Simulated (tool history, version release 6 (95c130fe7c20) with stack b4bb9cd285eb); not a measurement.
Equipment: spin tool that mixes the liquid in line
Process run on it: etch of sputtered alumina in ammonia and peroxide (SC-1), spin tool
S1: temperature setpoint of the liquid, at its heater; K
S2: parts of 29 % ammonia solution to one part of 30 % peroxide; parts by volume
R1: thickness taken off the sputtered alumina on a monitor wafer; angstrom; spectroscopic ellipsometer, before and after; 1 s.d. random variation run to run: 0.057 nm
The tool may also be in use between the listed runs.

run 1 hour=0 | S1=320.15 S2=0.45 time_under_the_liquid_(s)=305 | R1=140.71
run 2 hour=2.7 | S1=323.65 S2=0.45 time_under_the_liquid_(s)=305 | R1=168.61
run 3 hour=11.4 | S1=320.15 S2=0.45 time_under_the_liquid_(s)=305 | R1=139.77
run 4 hour=13.4 | S1=320.15 S2=0.45 time_under_the_liquid_(s)=305 | R1=138.47
run 5 hour=16.6 | S1=316.15 S2=0.45 time_under_the_liquid_(s)=305 | R1=110.59
run 6 hour=22.6 | S1=316.15 S2=0.45 time_under_the_liquid_(s)=305 | R1=111.76

Run 7, settings as shown, results not yet in. Your forecast:
run 7 hour=28 | S1=316.15 S2=0.45 time_under_the_liquid_(s)=305 | R1=?

R1: 110.47 angstrom
